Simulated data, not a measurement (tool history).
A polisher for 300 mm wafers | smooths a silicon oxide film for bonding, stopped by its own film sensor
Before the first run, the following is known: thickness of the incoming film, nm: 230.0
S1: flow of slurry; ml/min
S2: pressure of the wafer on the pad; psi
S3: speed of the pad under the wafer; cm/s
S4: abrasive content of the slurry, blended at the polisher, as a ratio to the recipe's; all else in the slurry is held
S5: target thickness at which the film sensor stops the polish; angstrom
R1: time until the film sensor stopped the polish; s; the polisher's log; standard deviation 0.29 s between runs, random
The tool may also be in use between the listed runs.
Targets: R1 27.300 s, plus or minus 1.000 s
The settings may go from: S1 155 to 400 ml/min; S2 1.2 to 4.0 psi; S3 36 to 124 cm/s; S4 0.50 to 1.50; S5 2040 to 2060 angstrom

run,day,S1,S2,S3,S4,S5,R1
1,0.000,255,2.6,80,1.00,2040,47.808
2,0.150,255,2.6,80,1.15,2040,44.904
3,0.408,255,2.6,80,1.15,2040,44.553
4,0.438,255,2.6,80,1.20,2040,44.447
5,0.650,320,2.6,80,1.20,2040,42.857
6,0.717,320,2.6,66,1.20,2040,46.744
7,1.025,325,3.1,68,1.20,2040,39.795
8,1.221,325,3.4,72,1.20,2040,35.327

Which of these 5 next moves meets every target?
A,1.417,340,3.5,78,1.20,2060,?
B,1.417,355,3.6,84,1.25,2060,?
C,1.417,370,3.0,80,1.05,2040,?
D,1.417,395,3.7,64,1.30,2060,?
E,1.417,300,3.9,74,1.15,2050,?

move,R1
A,30.233
B,27.782
C,39.768
D,29.939
E,29.877
A: gains on the last run, yet a result remains outside its allowed miss
B: in spec on every target
C: lands further from the targets than the last run did
D: gains on the last run, yet a result remains outside its allowed miss
E: gains on the last run, yet a result remains outside its allowed miss
Move B is the one to make.
